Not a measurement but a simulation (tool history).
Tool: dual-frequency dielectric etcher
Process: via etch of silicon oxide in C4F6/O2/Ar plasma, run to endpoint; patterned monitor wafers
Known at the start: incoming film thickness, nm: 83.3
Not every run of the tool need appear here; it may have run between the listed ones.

run  hour  bias power (W)  source power (W)  Ar flow (sccm)  endpoint time (s)
  1     0             616               440             361             16.836
  2   5.6             589               430             362             17.359
  3  11.7             569               430             363             17.518
  4  16.9             550               430             364             17.791
  5  24.9             535               430             365             18.038
  6  26.2             535               430             398             18.156
  7  29.6             524               430             398             18.419
  8  31.8             516               430             398             18.428
  9  37.9             508               430             398             18.619

Run 10 has not been measured yet. What should we expect?
 10  42.9             508               430             398                  ?

endpoint time (s): 18.594
